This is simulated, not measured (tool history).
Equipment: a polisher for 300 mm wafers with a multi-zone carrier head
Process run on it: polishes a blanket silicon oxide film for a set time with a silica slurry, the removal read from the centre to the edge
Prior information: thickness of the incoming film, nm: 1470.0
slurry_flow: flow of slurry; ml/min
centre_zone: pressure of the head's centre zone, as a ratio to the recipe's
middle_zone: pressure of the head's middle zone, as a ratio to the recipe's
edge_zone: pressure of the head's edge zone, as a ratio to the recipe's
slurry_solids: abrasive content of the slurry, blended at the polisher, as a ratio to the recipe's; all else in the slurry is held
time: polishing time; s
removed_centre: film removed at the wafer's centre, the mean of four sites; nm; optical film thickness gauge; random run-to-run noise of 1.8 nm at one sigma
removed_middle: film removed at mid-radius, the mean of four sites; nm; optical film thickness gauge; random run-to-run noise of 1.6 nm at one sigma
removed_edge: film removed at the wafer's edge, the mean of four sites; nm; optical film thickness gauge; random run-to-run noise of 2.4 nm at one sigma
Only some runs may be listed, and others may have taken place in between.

{"run": 1, "hour": 0.0, "slurry_flow": 305, "centre_zone": 1.0, "middle_zone": 1.0, "edge_zone": 1.0, "slurry_solids": 1.0, "time": 79, "removed_centre": 238.53, "removed_middle": 232.06, "removed_edge": 235.92}
{"run": 2, "hour": 3.4, "slurry_flow": 260, "centre_zone": 1.0, "middle_zone": 1.0, "edge_zone": 1.0, "slurry_solids": 1.0, "time": 79, "removed_centre": 229.26, "removed_middle": 225.22, "removed_edge": 236.4}
{"run": 3, "hour": 11.6, "slurry_flow": 255, "centre_zone": 0.97, "middle_zone": 1.0, "edge_zone": 0.99, "slurry_solids": 0.95, "time": 79, "removed_centre": 224.02, "removed_middle": 226.46, "removed_edge": 227.58}
{"run": 4, "hour": 18.5, "slurry_flow": 255, "centre_zone": 0.97, "middle_zone": 1.0, "edge_zone": 0.99, "slurry_solids": 0.9, "time": 79, "removed_centre": 216.06, "removed_middle": 221.37, "removed_edge": 228.33}
{"run": 5, "hour": 25.8, "slurry_flow": 255, "centre_zone": 0.95, "middle_zone": 1.0, "edge_zone": 0.98, "slurry_solids": 0.85, "time": 78, "removed_centre": 209.91, "removed_middle": 212.1, "removed_edge": 217.74}
{"run": 6, "hour": 34.3, "slurry_flow": 245, "centre_zone": 0.93, "middle_zone": 1.01, "edge_zone": 0.99, "slurry_solids": 0.8, "time": 77, "removed_centre": 195.03, "removed_middle": 205.44, "removed_edge": 213.27}
{"run": 7, "hour": 37.5, "slurry_flow": 240, "centre_zone": 0.91, "middle_zone": 1.02, "edge_zone": 0.99, "slurry_solids": 0.75, "time": 76, "removed_centre": 183.05, "removed_middle": 203.12, "removed_edge": 197.03}

Run 8 comes next. What will it give?
{"run": 8, "hour": 46.4, "slurry_flow": 235, "centre_zone": 0.9, "middle_zone": 1.01, "edge_zone": 1.0, "slurry_solids": 0.7, "time": 76, "removed_centre": "?", "removed_middle": "?", "removed_edge": "?"}

{"run 8": {"removed_centre": 170.66, "removed_middle": 195.49, "removed_edge": 198.73}}

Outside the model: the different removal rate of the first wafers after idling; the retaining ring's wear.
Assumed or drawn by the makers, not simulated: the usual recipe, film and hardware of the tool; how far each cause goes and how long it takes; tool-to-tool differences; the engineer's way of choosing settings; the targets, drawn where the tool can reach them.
